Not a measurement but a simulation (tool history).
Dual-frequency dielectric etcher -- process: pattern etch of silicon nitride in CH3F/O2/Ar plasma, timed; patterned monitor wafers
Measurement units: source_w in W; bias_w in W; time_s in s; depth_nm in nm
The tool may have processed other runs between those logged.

run,hour,source_w,bias_w,time_s,depth_nm
1,0,490,82,34,25.887
2,7.4,490,68,34,23.939
3,10.5,540,68,34,25.305
4,14,540,82,34,27.316
5,20.3,490,81,34,25.544
6,25.1,460,80,34,24.529
7,32.7,440,79,34,23.999
8,36.2,420,78,34,23.168
9,38.4,360,76,34,20.775

Run 10, settings as shown, results not yet in. Your forecast:
10,43.4,370,76,34,?

depth_nm: 21.197 nm
